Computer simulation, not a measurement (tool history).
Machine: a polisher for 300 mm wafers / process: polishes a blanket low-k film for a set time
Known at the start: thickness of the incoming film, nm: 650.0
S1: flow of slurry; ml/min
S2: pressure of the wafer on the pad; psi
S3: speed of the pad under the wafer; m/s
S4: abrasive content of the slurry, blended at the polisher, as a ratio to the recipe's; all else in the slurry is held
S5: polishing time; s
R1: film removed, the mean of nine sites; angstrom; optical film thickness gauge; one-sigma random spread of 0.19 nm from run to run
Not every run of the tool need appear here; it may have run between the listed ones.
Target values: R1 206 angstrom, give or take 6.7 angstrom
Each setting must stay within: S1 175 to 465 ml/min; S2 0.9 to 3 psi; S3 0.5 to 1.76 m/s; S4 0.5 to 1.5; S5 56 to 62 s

| run | hour | S1 | S2 | S3 | S4 | S5 | R1 |
|---|---|---|---|---|---|---|---|
| 1 | 0 | 295 | 1.9 | 1.12 | 1 | 62 | 294.67 |
| 2 | 5.8 | 295 | 1.9 | 1.12 | 1 | 56 | 265.87 |
| 3 | 7.5 | 345 | 1.9 | 1.12 | 1 | 56 | 266.02 |
| 4 | 15.2 | 390 | 1.9 | 1.12 | 1 | 56 | 269.62 |
| 5 | 19.6 | 390 | 1.9 | 1.12 | 1 | 56 | 270.23 |
| 6 | 27.5 | 320 | 1.9 | 1.12 | 1 | 56 | 269.32 |
| 7 | 35.2 | 320 | 1.8 | 1.12 | 1 | 56 | 252.96 |
| 8 | 36.6 | 315 | 1.4 | 1.1 | 1 | 56 | 195.4 |

Which of these 5 next moves meets every target?
| A | 38 | 265 | 1.5 | 0.82 | 1.35 | 56 | ? |
| B | 38 | 305 | 1.4 | 0.96 | 0.95 | 62 | ? |
| C | 38 | 370 | 1.3 | 1.16 | 0.8 | 62 | ? |
| D | 38 | 305 | 1.3 | 1.12 | 1.05 | 56 | ? |
| E | 38 | 340 | 1.1 | 1.28 | 1.1 | 62 | ? |

| move | R1 |
|---|---|
| A | 187.29 |
| B | 188.32 |
| C | 187.13 |
| D | 189.14 |
| E | 205.45 |
A: the biggest miss grows against the last run
B: the biggest miss grows against the last run
C: the biggest miss grows against the last run
D: the biggest miss grows against the last run
E: all results land within tolerance of their targets
The move that meets every target is E.

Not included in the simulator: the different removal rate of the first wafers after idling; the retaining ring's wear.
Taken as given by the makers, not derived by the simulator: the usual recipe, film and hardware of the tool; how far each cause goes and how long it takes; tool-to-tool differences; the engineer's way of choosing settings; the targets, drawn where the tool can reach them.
